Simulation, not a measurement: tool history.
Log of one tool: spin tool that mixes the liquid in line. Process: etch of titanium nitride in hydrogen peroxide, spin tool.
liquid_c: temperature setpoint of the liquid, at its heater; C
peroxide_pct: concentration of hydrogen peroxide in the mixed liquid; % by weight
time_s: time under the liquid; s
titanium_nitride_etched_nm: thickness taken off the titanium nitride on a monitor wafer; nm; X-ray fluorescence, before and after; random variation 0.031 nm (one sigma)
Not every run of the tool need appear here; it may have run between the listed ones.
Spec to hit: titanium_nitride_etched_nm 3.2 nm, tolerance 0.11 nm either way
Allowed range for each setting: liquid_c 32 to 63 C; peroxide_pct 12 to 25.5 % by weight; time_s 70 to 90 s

run,day,liquid_c,peroxide_pct,time_s,titanium_nitride_etched_nm
1,0,47,17.5,90,5.4993
2,0.1,47,19,90,5.5403
3,0.442,40.5,19,90,3.3919
4,0.533,44,19,90,4.4734
5,0.675,44,19,90,4.4456
6,0.938,44,21,90,4.5873
7,1.121,42.5,21,90,4.1161
8,1.354,41.5,21,90,3.7748
9,1.604,41.5,21,90,3.7343
10,1.838,41,21,90,3.6269

Pick the move, out of 5, that brings all results within their allowed miss; only one does.
A,2.071,42,17.5,90,?
B,2.071,42.5,21.5,90,?
C,2.071,39,24.5,85,?
D,2.071,41,18.5,90,?
E,2.071,39,24,90,?

move,titanium_nitride_etched_nm
A,3.761
B,4.0821
C,3.0338
D,3.5265
E,3.1978
A: further off than the last run
B: further off than the last run
C: takes the biggest miss from the last run beyond its target
D: better than the last run, though not everything is in spec
E: all results land within tolerance of their targets
Answer: E
